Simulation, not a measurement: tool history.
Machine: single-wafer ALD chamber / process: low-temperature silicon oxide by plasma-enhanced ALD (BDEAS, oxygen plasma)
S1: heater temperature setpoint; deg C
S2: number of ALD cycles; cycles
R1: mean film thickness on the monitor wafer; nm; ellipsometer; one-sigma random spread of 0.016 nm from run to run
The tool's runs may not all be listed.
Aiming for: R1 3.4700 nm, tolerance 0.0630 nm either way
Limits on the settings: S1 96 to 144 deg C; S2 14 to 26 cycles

run,hour,S1,S2,R1
1,0.0,120,20,2.8160
2,3.7,120,21,2.9567
3,4.3,116,21,2.9547
4,6.3,107,21,3.0366
5,14.3,103,21,3.0315
6,18.0,103,22,3.2144
7,20.9,102,23,3.3816
8,22.7,101,23,3.3678

Below are 5 possible settings for the next run. Only one of them brings all results inside the allowed miss of their targets. Which is it?
A,24.5,98,22,?
B,24.5,102,25,?
C,24.5,105,23,?
D,24.5,107,25,?
E,24.5,103,24,?

move,R1
A,3.2533
B,3.6372
C,3.3225
D,3.5964
E,3.4813
A: misses by more than the last run did
B: carries the result that was furthest off beyond its target, to the other side
C: misses by more than the last run did
D: carries the result that was furthest off beyond its target, to the other side
E: every result within its allowed miss
Answer: E
